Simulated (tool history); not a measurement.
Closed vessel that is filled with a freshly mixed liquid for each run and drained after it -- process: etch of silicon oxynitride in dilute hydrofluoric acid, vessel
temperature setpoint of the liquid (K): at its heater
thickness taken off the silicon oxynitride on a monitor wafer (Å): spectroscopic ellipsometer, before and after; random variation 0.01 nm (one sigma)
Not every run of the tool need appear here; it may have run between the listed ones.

run,day,temperature setpoint of the liquid (K),parts of water to one part of 49 % hydrofluoric acid (parts by volume),time in the liquid (s),thickness taken off the silicon oxynitride on a monitor wafer (Å)
1,0,294.15,60,105,22.419
2,0.271,294.15,60,105,22.582
3,0.375,291.65,60,105,19.669
4,0.583,291.15,60,105,19.293
5,0.808,291.15,60,105,19.379
6,0.967,291.15,60,105,19.196

Forecast run 7:
7,1.062,290.65,60,105,?

Run 7 gave thickness taken off the silicon oxynitride on a monitor wafer (Å) 18.815.

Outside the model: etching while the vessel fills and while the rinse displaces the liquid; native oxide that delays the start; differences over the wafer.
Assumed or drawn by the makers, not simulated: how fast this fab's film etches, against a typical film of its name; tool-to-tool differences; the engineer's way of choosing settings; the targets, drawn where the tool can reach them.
